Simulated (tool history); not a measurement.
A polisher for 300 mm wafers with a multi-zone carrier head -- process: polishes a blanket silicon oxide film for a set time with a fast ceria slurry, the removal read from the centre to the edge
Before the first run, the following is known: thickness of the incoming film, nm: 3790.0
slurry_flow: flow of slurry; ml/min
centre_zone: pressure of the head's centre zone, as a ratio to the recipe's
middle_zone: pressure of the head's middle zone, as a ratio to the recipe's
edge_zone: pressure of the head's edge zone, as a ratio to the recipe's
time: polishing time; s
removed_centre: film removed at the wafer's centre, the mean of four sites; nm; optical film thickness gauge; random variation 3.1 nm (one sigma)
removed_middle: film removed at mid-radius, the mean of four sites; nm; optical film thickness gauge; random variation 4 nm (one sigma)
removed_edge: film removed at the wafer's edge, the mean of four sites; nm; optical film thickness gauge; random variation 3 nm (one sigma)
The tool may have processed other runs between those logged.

| run | hour | slurry_flow | centre_zone | middle_zone | edge_zone | time | removed_centre | removed_middle | removed_edge |
|---|---|---|---|---|---|---|---|---|---|
| 1 | 0.0 | 300 | 1.00 | 1.00 | 1.00 | 56 | 624.18 | 654.38 | 645.43 |
| 2 | 4.8 | 300 | 1.00 | 1.00 | 1.09 | 56 | 617.42 | 644.99 | 659.86 |
| 3 | 11.0 | 265 | 1.02 | 0.96 | 1.03 | 46 | 524.04 | 513.05 | 533.73 |
| 4 | 16.1 | 260 | 1.03 | 0.94 | 0.99 | 39 | 445.28 | 428.71 | 445.00 |
| 5 | 20.0 | 310 | 1.03 | 0.94 | 0.99 | 39 | 448.83 | 432.13 | 440.22 |
| 6 | 21.7 | 310 | 1.03 | 0.99 | 0.99 | 39 | 446.90 | 447.59 | 436.22 |
| 7 | 27.3 | 285 | 1.04 | 0.89 | 0.89 | 26 | 295.57 | 272.27 | 283.54 |
| 8 | 30.8 | 290 | 1.06 | 0.90 | 0.94 | 26 | 307.08 | 280.90 | 284.46 |
| 9 | 32.5 | 290 | 1.06 | 0.90 | 0.94 | 26 | 306.53 | 279.28 | 289.04 |

What will run 10 give?
| 10 | 41.5 | 290 | 1.08 | 0.91 | 1.01 | 26 | ? | ? | ? |

{"run 10": {"removed_centre": 304.2, "removed_middle": 281.87, "removed_edge": 291.82}}

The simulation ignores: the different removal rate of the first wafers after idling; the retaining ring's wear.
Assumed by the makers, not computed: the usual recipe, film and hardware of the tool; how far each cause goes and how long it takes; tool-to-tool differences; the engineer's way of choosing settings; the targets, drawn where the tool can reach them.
